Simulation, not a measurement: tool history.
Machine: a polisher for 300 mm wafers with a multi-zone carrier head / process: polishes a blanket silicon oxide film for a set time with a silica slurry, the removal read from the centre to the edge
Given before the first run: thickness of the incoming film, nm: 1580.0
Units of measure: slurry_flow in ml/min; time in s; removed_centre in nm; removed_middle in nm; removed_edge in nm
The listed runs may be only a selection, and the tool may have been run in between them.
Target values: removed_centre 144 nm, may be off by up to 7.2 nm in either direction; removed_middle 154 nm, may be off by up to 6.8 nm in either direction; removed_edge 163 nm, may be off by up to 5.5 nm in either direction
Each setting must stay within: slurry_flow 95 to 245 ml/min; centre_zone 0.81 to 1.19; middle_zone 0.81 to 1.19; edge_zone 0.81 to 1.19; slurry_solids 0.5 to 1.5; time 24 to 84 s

run	hour	slurry_flow	centre_zone	middle_zone	edge_zone	slurry_solids	time	removed_centre	removed_middle	removed_edge
1	0	155	1	1	1	1	54	203.03	208.63	207.81
2	8.5	155	1	1	0.96	1	54	210.81	209.58	197.38
3	12.8	145	0.95	0.96	0.96	0.9	54	178.03	187.82	186
4	17.7	145	0.95	0.96	1.05	0.9	54	176.53	189.42	196.13
5	25.5	145	0.95	0.96	1.05	0.8	54	164.8	178.02	184.79
# hour 32.4: worn pad replaced by a new one
6	32.4	145	0.95	0.96	1.05	0.9	54	202.1	217.47	222.93
7	33.8	130	0.93	0.93	1.01	0.85	55	195.23	212.31	213.74
8	34.4	130	0.93	0.93	1.01	0.85	55	191.88	204.23	211.51
9	39.1	165	0.93	0.92	1.02	0.8	55	194.9	210.04	211.53
10	40.6	130	0.85	0.82	0.92	0.55	52	119.83	133.99	141.85
11	47.8	175	0.88	0.83	0.99	0.55	52	133.04	143.28	152
12	56	210	0.89	0.85	1.05	0.6	52	145.37	164.34	171.85
13	58.1	205	0.89	0.84	1.04	0.6	52	149.41	158.9	171.79
14	59.8	200	0.89	0.84	1.03	0.6	52	149.93	157.31	171.46

Which of these 5 next moves meets every target?
A	61.5	190	0.96	0.81	1.08	0.6	53	?	?	?
B	61.5	165	0.9	0.87	1.03	0.55	55	?	?	?
C	61.5	180	0.98	0.92	0.99	0.7	43	?	?	?
D	61.5	220	1.01	0.89	0.92	0.6	50	?	?	?
E	61.5	230	0.86	0.81	1.06	0.65	48	?	?	?

move	removed_centre	removed_middle	removed_edge
A	157.77	157.32	175.94
B	138.63	153.23	162.57
C	145.69	151.64	152.77
D	160.57	158.88	156.05
E	140.52	156.16	171.71
A: its largest miss is bigger than the last run's
B: hits every target within its allowed miss
C: takes the result that was furthest off past its target
D: takes the result that was furthest off past its target
E: about the same distance from the targets as the last run
Go with B: it meets all targets.
